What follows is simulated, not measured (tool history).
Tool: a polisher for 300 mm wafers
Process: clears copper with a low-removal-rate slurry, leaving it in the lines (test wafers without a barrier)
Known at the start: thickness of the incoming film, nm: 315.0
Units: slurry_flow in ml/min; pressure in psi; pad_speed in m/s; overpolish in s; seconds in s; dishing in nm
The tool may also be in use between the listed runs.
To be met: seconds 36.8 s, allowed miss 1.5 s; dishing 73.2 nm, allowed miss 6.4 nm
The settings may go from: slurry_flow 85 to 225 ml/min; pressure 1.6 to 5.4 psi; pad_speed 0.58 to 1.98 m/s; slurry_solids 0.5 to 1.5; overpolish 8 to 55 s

run 1 hour=0 | slurry_flow=145 pressure=3.5 pad_speed=1.28 slurry_solids=1 overpolish=28 | seconds=58.972 dishing=70.24
run 2 hour=3.4 | slurry_flow=145 pressure=3.9 pad_speed=1.28 slurry_solids=1 overpolish=28 | seconds=53.205 dishing=79.069
run 3 hour=10.2 | slurry_flow=145 pressure=4.7 pad_speed=1.28 slurry_solids=1 overpolish=28 | seconds=44.488 dishing=85.418
run 4 hour=13.1 | slurry_flow=170 pressure=4.7 pad_speed=1.28 slurry_solids=1 overpolish=28 | seconds=43.047 dishing=83.327
run 5 hour=20.2 | slurry_flow=170 pressure=4.7 pad_speed=1.28 slurry_solids=1.15 overpolish=28 | seconds=42.396 dishing=89.091
run 6 hour=23.4 | slurry_flow=170 pressure=5.1 pad_speed=1.28 slurry_solids=1.15 overpolish=28 | seconds=38.622 dishing=87.95
run 7 hour=30.1 | slurry_flow=170 pressure=5.1 pad_speed=1.28 slurry_solids=1.15 overpolish=27 | seconds=37.922 dishing=91.328
run 8 hour=32 | slurry_flow=170 pressure=5.1 pad_speed=1.28 slurry_solids=1.15 overpolish=25 | seconds=37.764 dishing=86.283

Which of these 5 next moves meets every target?
run A hour=33.9 | slurry_flow=130 pressure=4.1 pad_speed=1.64 slurry_solids=1.2 overpolish=30 | seconds=? dishing=?
run B hour=33.9 | slurry_flow=140 pressure=5.3 pad_speed=1.4 slurry_solids=1.3 overpolish=17 | seconds=? dishing=?
run C hour=33.9 | slurry_flow=150 pressure=5.4 pad_speed=1.34 slurry_solids=1 overpolish=18 | seconds=? dishing=?
run D hour=33.9 | slurry_flow=175 pressure=5 pad_speed=1.28 slurry_solids=1.45 overpolish=26 | seconds=? dishing=?
run E hour=33.9 | slurry_flow=180 pressure=4.8 pad_speed=1.32 slurry_solids=1.15 overpolish=31 | seconds=? dishing=?

move=A seconds=38.538 dishing=92.117
move=B seconds=33.753 dishing=75.11
move=C seconds=36.506 dishing=74.235
move=D seconds=36.442 dishing=90.841
move=E seconds=38.89 dishing=95.252
A: further off than the last run
B: brings the result that was furthest off to its target, and leaves another outside
C: meets every target
D: further off than the last run
E: further off than the last run
The right move is C.
